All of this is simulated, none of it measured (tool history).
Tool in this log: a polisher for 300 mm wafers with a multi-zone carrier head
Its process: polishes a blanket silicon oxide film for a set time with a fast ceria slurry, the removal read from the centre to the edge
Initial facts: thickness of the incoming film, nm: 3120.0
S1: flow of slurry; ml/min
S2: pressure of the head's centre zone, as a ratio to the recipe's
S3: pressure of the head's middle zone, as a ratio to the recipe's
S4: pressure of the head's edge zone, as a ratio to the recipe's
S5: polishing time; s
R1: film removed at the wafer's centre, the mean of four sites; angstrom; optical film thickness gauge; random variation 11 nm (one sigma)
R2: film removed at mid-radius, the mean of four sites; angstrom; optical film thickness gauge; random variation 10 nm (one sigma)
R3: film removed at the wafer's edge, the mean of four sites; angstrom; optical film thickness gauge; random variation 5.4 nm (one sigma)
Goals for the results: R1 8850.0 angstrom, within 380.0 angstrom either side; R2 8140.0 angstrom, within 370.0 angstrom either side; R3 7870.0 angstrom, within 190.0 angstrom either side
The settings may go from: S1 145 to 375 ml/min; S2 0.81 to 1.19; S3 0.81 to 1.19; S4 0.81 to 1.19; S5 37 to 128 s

Run 1, hour 0.0: S1 240 ml/min, S2 1.00, S3 1.00, S4 1.00, S5 82 s. Result: R1 10863.0 angstrom, R2 10748.0 angstrom, R3 11283.0 angstrom.
Run 2, hour 4.3: S1 240 ml/min, S2 1.00, S3 1.00, S4 0.97, S5 82 s. Result: R1 10823.0 angstrom, R2 10677.0 angstrom, R3 11132.0 angstrom.
Run 3, hour 9.9: S1 240 ml/min, S2 1.05, S3 1.00, S4 0.97, S5 82 s. Result: R1 11415.0 angstrom, R2 10729.0 angstrom, R3 11209.0 angstrom.
Run 4, hour 12.2: S1 240 ml/min, S2 1.06, S3 1.01, S4 0.94, S5 77 s. Result: R1 10774.0 angstrom, R2 10275.0 angstrom, R3 10235.0 angstrom.
Run 5, hour 14.7: S1 235 ml/min, S2 1.06, S3 1.00, S4 0.92, S5 74 s. Result: R1 10235.0 angstrom, R2 9879.6 angstrom, R3 9624.5 angstrom.
Run 6, hour 16.5: S1 230 ml/min, S2 1.06, S3 0.98, S4 0.90, S5 72 s. Result: R1 9938.7 angstrom, R2 9272.5 angstrom, R3 9401.2 angstrom.
Run 7, hour 24.2: S1 225 ml/min, S2 1.07, S3 0.98, S4 0.88, S5 70 s. Result: R1 9879.4 angstrom, R2 8897.2 angstrom, R3 8925.2 angstrom.
Run 8, hour 27.1: S1 220 ml/min, S2 1.06, S3 0.98, S4 0.86, S5 69 s. Result: R1 9599.9 angstrom, R2 8892.2 angstrom, R3 8811.5 angstrom.

4 next moves are on the table. One of them brings every result within its allowed miss. Which?
Run A, hour 30.0: S1 215 ml/min, S2 1.17, S3 0.97, S4 0.85, S5 67 s. Result: R1 ?, R2 ?, R3 ?.
Run B, hour 30.0: S1 240 ml/min, S2 0.95, S3 1.13, S4 0.87, S5 73 s. Result: R1 ?, R2 ?, R3 ?.
Run C, hour 30.0: S1 195 ml/min, S2 1.11, S3 1.01, S4 0.81, S5 74 s. Result: R1 ?, R2 ?, R3 ?.
Run D, hour 30.0: S1 275 ml/min, S2 1.07, S3 0.98, S4 0.85, S5 62 s. Result: R1 ?, R2 ?, R3 ?.

move       R1       R2      R3
   A  10354.0   8453.0  8438.7
   B   9259.3  10548.0  9342.6
   C  10736.0   9558.9  9056.4
   D   8973.2   8066.1  7937.8
A: nearer than the last run, and not there yet
B: its largest miss is bigger than the last run's
C: its largest miss is bigger than the last run's
D: in spec on every target
The right move is D.

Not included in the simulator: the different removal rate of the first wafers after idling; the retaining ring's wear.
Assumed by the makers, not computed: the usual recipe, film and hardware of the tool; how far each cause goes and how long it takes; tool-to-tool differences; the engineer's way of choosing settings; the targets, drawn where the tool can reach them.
